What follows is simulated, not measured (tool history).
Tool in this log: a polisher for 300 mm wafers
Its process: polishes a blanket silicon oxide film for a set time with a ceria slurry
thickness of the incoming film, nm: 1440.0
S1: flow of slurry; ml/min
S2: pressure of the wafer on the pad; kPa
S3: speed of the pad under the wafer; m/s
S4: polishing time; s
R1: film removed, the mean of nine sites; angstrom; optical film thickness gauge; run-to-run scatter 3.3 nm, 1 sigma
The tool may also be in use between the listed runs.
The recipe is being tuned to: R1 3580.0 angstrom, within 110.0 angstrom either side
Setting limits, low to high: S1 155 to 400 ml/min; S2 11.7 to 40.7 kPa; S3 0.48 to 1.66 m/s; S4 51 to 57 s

run	day	S1	S2	S3	S4	R1
1	0.000	255	26.2	1.06	57	3036.5
2	0.354	260	27.6	1.06	57	3204.5
3	0.592	260	28.3	1.06	57	3259.9
4	0.946	260	28.3	0.92	57	2931.8
5	1.304	260	29.6	0.92	57	3028.5
6	1.504	260	25.5	0.92	57	2715.2
7	1.817	270	28.3	0.92	57	2931.9
8	1.908	275	30.3	0.92	57	3063.6
9	2.283	275	32.4	0.92	57	3262.0
10	2.529	275	33.8	0.92	57	3423.0
11	2.562	275	34.5	0.92	57	3451.8

Pick the move, out of 4, that brings all results within their allowed miss; only one does.
A	2.596	340	35.9	0.92	57	?
B	2.596	275	35.9	0.92	55	?
C	2.596	320	33.8	0.88	57	?
D	2.596	285	40.0	0.74	57	?

move	R1
A	3604.6
B	3409.5
C	3307.5
D	3321.4
A: each result inside its tolerance
B: its largest miss is bigger than the last run's
C: its largest miss is bigger than the last run's
D: its largest miss is bigger than the last run's
A meets every target.
